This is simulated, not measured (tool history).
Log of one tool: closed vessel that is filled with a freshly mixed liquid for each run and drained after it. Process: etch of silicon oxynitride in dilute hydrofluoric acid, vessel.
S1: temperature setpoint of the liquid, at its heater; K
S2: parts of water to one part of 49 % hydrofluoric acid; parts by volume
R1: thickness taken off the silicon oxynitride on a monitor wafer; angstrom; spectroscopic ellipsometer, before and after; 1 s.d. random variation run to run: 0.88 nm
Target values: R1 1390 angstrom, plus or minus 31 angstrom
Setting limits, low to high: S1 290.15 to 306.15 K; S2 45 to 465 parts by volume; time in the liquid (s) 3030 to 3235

run 1 hour=0 | S1=298.15 S2=255 time_in_the_liquid_(s)=3030 | R1=388.28
run 2 hour=5.8 | S1=298.15 S2=255 time_in_the_liquid_(s)=3030 | R1=387.23
run 3 hour=11.4 | S1=298.15 S2=340 time_in_the_liquid_(s)=3030 | R1=271.2
run 4 hour=17.8 | S1=295.15 S2=340 time_in_the_liquid_(s)=3030 | R1=239.36
-- hour=26 hydrofluoric acid flow meter replaced
run 5 hour=26 | S1=295.15 S2=430 time_in_the_liquid_(s)=3030 | R1=203.89
run 6 hour=27.9 | S1=296.65 S2=380 time_in_the_liquid_(s)=3055 | R1=254.71
run 7 hour=32.5 | S1=300.65 S2=275 time_in_the_liquid_(s)=3235 | R1=468.66
run 8 hour=41.3 | S1=301.15 S2=245 time_in_the_liquid_(s)=3235 | R1=557.87
run 9 hour=49 | S1=301.65 S2=225 time_in_the_liquid_(s)=3235 | R1=630.47
run 10 hour=55.3 | S1=302.15 S2=210 time_in_the_liquid_(s)=3235 | R1=682.29
run 11 hour=63.4 | S1=306.15 S2=105 time_in_the_liquid_(s)=3235 | R1=1820.1
run 12 hour=71.3 | S1=305.65 S2=105 time_in_the_liquid_(s)=3235 | R1=1776.9
run 13 hour=78.9 | S1=305.65 S2=105 time_in_the_liquid_(s)=3235 | R1=1784.3
run 14 hour=87.2 | S1=305.15 S2=105 time_in_the_liquid_(s)=3235 | R1=1737.9
run 15 hour=89.5 | S1=304.65 S2=105 time_in_the_liquid_(s)=3235 | R1=1715.1
run 16 hour=97.2 | S1=304.15 S2=105 time_in_the_liquid_(s)=3235 | R1=1661.8

Which single option among these 4 for the next run brings every result within its allowed miss of target? Just one does.
run A hour=104.9 | S1=305.65 S2=125 time_in_the_liquid_(s)=3205 | R1=?
run B hour=104.9 | S1=304.65 S2=85 time_in_the_liquid_(s)=3030 | R1=?
run C hour=104.9 | S1=301.65 S2=110 time_in_the_liquid_(s)=3200 | R1=?
run D hour=104.9 | S1=304.65 S2=125 time_in_the_liquid_(s)=3030 | R1=?

move=A R1=1464.4
move=B R1=2034.5
move=C R1=1414.4
move=D R1=1325.9
A: better than the last run, though not everything is in spec
B: lands further from the targets than the last run did
C: each result inside its tolerance
D: moves the result that the last run missed by most past its target, out the other side
Answer: C
